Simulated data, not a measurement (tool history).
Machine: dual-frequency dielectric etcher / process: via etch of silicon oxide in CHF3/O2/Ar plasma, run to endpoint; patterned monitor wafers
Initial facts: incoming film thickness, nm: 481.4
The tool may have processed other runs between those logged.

| run | hour | source power (W) | bias power (W) | endpoint time (s) |
|---|---|---|---|---|
| 1 | 0 | 820 | 128 | 224.41 |
| 2 | 6.8 | 720 | 128 | 232.92 |
| 3 | 10.7 | 720 | 117 | 244.84 |
| 4 | 13 | 720 | 131 | 231.73 |
| 5 | 16.1 | 830 | 135 | 219.51 |
| 6 | 22.6 | 910 | 139 | 214.18 |

Run 7, settings as shown, results not yet in. Your forecast:
| 7 | 28.4 | 970 | 146 | ? |

Run 7 came out at endpoint time (s) 205.88.
